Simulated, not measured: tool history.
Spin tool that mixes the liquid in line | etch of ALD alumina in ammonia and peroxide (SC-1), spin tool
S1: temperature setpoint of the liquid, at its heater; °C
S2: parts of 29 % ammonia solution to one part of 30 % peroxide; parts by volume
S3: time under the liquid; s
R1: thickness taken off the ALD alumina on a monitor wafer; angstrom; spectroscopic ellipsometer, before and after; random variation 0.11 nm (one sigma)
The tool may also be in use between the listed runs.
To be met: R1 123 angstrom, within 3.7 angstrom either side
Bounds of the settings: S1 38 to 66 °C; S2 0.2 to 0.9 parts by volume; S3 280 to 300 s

Run 1, hour 0: S1 50 °C, S2 0.5 parts by volume, S3 280 s. Result: R1 96.413 angstrom.
Run 2, hour 7: S1 51.5 °C, S2 0.5 parts by volume, S3 280 s. Result: R1 106.05 angstrom.
Run 3, hour 15.6: S1 52.5 °C, S2 0.5 parts by volume, S3 280 s. Result: R1 111.99 angstrom.
Run 4, hour 19.2: S1 47.5 °C, S2 0.5 parts by volume, S3 280 s. Result: R1 86.555 angstrom.
Run 5, hour 20.4: S1 47.5 °C, S2 0.4 parts by volume, S3 280 s. Result: R1 83.193 angstrom.
Run 6, hour 26.4: S1 42.5 °C, S2 0.4 parts by volume, S3 280 s. Result: R1 62.342 angstrom.
Run 7, hour 34.6: S1 50.5 °C, S2 0.4 parts by volume, S3 280 s. Result: R1 97.466 angstrom.
Run 8, hour 38.8: S1 52 °C, S2 0.4 parts by volume, S3 280 s. Result: R1 104.92 angstrom.
Run 9, hour 41.4: S1 55.5 °C, S2 0.4 parts by volume, S3 280 s. Result: R1 129.06 angstrom.

Consider the 4 candidate settings below. Which is the only one whose results all fall within their allowed miss of target?
Run A, hour 44: S1 55 °C, S2 0.45 parts by volume, S3 300 s. Result: R1 ?.
Run B, hour 44: S1 56 °C, S2 0.35 parts by volume, S3 300 s. Result: R1 ?.
Run C, hour 44: S1 56.5 °C, S2 0.45 parts by volume, S3 280 s. Result: R1 ?.
Run D, hour 44: S1 55 °C, S2 0.35 parts by volume, S3 280 s. Result: R1 ?.

move      R1
   A  133.93
   B  137.89
   C  135.31
   D  122.05
A: lands further from the targets than the last run did
B: lands further from the targets than the last run did
C: lands further from the targets than the last run did
D: hits every target within its allowed miss
So the answer is move D, the one that meets all the targets.
